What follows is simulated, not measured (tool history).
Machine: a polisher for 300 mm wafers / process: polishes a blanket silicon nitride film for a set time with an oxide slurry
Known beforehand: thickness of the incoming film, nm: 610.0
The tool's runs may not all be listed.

run,day,flow of slurry (ml/min),pressure of the wafer on the pad (psi),speed of the pad under the wafer (cm/s),abrasive content of the slurry,polishing time (s),film removed (nm)
1,0.000,140,3.8,138,1.0,72,72.507
2,0.050,140,3.8,168,1.0,72,84.421
3,0.329,140,3.8,150,1.0,72,78.399
4,0.383,135,3.6,150,1.0,72,73.258
5,0.758,130,3.4,150,1.0,72,69.639
6,0.888,130,3.3,150,1.0,72,67.779
7,1.200,130,3.2,150,1.0,72,65.519
8,1.475,130,3.1,150,1.0,72,64.544
9,1.558,125,3.0,150,1.0,72,61.960
10,1.600,120,3.0,150,1.0,72,61.227

For run 11, what comes out?
11,1.800,115,3.0,150,1.0,72,?

film removed (nm): 61.504
